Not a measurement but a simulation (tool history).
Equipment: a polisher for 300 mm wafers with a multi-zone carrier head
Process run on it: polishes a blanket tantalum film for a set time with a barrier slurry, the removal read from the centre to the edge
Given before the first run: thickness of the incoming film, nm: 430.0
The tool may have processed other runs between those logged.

run  hour  flow of slurry (ml/min)  pressure of the head's centre zone  pressure of the head's middle zone  pressure of the head's edge zone  abrasive content of the slurry  polishing time (s)  film removed at the wafer's centre (angstrom)  film removed at mid-radius (angstrom)  film removed at the wafer's edge (angstrom)
  1     0                      225                                   1                                   1                                 1                               1                  76                                           1212                                 1229.2                                       1247.8
  2   3.6                      220                                0.98                                0.97                              0.97                             0.9                  68                                         1022.6                                 1014.2                                       1059.8
  3   4.6                      195                                0.98                                0.97                              0.97                             0.9                  68                                         998.61                                 1000.9                                       1047.3
  4  12.2                      195                                1.05                                0.97                              0.97                             0.9                  68                                         1066.2                                 996.18                                       1036.7
  5  13.2                      190                                1.02                                0.96                              0.94                             0.8                  62                                         877.23                                  837.7                                       882.12
  6    20                      185                                1.01                                0.95                              0.91                            0.75                  59                                          790.5                                 757.05                                       782.17
  7    21                      180                                0.99                                0.93                              0.89                             0.7                  58                                         720.28                                 698.19                                       722.42
  8  28.2                      175                                0.97                                0.91                              0.87                             0.7                  58                                         705.95                                 683.92                                       716.65
  9  33.7                      175                                0.96                                 0.9                              0.86                            0.65                  58                                         654.23                                 636.82                                       664.12

For run 10, what comes out?
 10  38.5                      175                                0.95                                0.89                              0.85                            0.65                  58                                              ?                                      ?                                            ?

{"run 10": {"film removed at the wafer's centre (angstrom)": 652.73, "film removed at mid-radius (angstrom)": 635.72, "film removed at the wafer's edge (angstrom)": 650.44}}
